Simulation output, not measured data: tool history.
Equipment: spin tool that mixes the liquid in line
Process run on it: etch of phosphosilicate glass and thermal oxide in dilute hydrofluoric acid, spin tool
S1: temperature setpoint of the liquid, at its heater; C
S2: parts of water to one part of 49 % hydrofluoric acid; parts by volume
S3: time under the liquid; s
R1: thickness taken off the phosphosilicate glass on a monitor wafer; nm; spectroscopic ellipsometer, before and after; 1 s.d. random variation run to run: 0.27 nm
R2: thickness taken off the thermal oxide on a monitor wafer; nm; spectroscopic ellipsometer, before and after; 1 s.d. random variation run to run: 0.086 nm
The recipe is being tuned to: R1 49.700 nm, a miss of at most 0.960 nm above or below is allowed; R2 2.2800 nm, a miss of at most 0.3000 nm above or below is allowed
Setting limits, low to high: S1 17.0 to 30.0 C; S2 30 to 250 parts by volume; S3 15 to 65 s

{"run": 1, "day": 0.0, "S1": 22.0, "S2": 140, "S3": 35, "R1": 23.16, "R2": 1.0468}
{"run": 2, "day": 0.262, "S1": 24.5, "S2": 120, "S3": 35, "R1": 30.215, "R2": 1.3634}
{"run": 3, "day": 0.45, "S1": 26.5, "S2": 110, "S3": 35, "R1": 35.977, "R2": 1.5582}
{"run": 4, "day": 0.521, "S1": 27.5, "S2": 100, "S3": 35, "R1": 41.639, "R2": 1.8436}
{"run": 5, "day": 0.704, "S1": 27.5, "S2": 100, "S3": 25, "R1": 29.937, "R2": 1.3504}
{"run": 6, "day": 0.783, "S1": 27.5, "S2": 100, "S3": 30, "R1": 36.015, "R2": 1.7543}
{"run": 7, "day": 1.083, "S1": 28.0, "S2": 90, "S3": 30, "R1": 41.476, "R2": 1.9328}
{"run": 8, "day": 1.2, "S1": 28.5, "S2": 85, "S3": 30, "R1": 44.907, "R2": 2.1367}
{"run": 9, "day": 1.342, "S1": 29.0, "S2": 85, "S3": 30, "R1": 45.788, "R2": 1.9656}

Consider the 4 candidate settings below. Which is the only one whose results all fall within their allowed miss of target?
{"run": "A", "day": 1.483, "S1": 29.0, "S2": 75, "S3": 30, "R1": "?", "R2": "?"}
{"run": "B", "day": 1.483, "S1": 25.0, "S2": 75, "S3": 35, "R1": "?", "R2": "?"}
{"run": "C", "day": 1.483, "S1": 29.0, "S2": 90, "S3": 35, "R1": "?", "R2": "?"}
{"run": "D", "day": 1.483, "S1": 30.0, "S2": 90, "S3": 35, "R1": "?", "R2": "?"}

move=A R1=52.208 R2=2.3097
move=B R1=52.041 R2=2.3023
move=C R1=49.687 R2=2.1982
move=D R1=51.611 R2=2.2833
A: the result that was furthest off in the last run now lies on the other side of its target
B: the result that was furthest off in the last run now lies on the other side of its target
C: every result within its allowed miss
D: the result that was furthest off in the last run now lies on the other side of its target
Move C is the one to make.
